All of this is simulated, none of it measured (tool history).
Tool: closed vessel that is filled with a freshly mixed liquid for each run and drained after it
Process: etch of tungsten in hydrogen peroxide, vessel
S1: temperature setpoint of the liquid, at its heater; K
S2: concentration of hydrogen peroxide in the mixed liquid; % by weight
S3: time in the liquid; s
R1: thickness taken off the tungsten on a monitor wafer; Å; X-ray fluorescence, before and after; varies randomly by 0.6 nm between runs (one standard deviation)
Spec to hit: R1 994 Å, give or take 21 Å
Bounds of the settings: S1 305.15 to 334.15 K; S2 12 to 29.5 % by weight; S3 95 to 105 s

run	hour	S1	S2	S3	R1
1	0	318.15	20	95	600.64
2	2.2	318.15	20	105	659.87
3	6.3	318.15	24	105	729.06
4	11.6	318.65	24	105	748.83
5	18.5	319.15	24	105	777.59
6	20.3	319.15	24	105	771.92
7	29.2	319.65	24	105	792.99
8	35.3	320.15	24	105	817.95
9	42	320.65	24	105	846.26
10	48.9	321.15	24	105	874
11	54.7	321.65	24	105	910.76
12	57.6	321.65	24	105	897.98
13	64.8	322.15	24	105	936.16
14	69.7	322.65	24	105	956.8

4 candidate next runs follow, results not yet known. Just one meets every target within its allowed miss. Identify it.
A	74.6	321.65	26	105	?
B	74.6	321.65	29.5	100	?
C	74.6	324.65	24.5	95	?
D	74.6	323.15	21.5	105	?

move	R1
A	934.4
B	947.91
C	985.82
D	931.68
A: lands further from the targets than the last run did
B: lands further from the targets than the last run did
C: all results land within tolerance of their targets
D: lands further from the targets than the last run did
The move that meets every target is C.
